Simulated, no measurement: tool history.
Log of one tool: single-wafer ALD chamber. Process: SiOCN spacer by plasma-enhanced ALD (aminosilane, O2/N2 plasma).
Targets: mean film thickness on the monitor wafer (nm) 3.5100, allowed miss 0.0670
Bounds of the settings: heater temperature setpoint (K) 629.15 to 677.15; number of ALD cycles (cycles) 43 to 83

run  hour  heater temperature setpoint (K)  number of ALD cycles (cycles)  mean film thickness on the monitor wafer (nm)
  1   0.0                           653.15                             63                                         3.8677
  2   2.8                           653.15                             72                                         4.4421
  3  11.3                           653.15                             67                                         4.1620
  4  19.1                           653.15                             63                                         3.8623
  5  26.4                           653.15                             61                                         3.7581
  6  29.6                           663.15                             61                                         3.7443
  7  34.2                           663.15                             60                                         3.6931
  8  39.1                           663.15                             59                                         3.6262
  9  46.1                           663.15                             59                                         3.6674

5 next moves are on the table. One of them brings every result within its allowed miss. Which?
  A  53.1                           663.15                             60                                              ?
  B  53.1                           664.15                             62                                              ?
  C  53.1                           661.15                             57                                              ?
  D  53.1                           647.15                             61                                              ?
  E  53.1                           662.15                             59                                              ?

move  mean film thickness on the monitor wafer (nm)
   A                                         3.6865
   B                                         3.8094
   C                                         3.5022
   D                                         3.7480
   E                                         3.6251
A: further off than the last run
B: further off than the last run
C: meets every target
D: further off than the last run
E: nearer than the last run, and not there yet
Answer: C
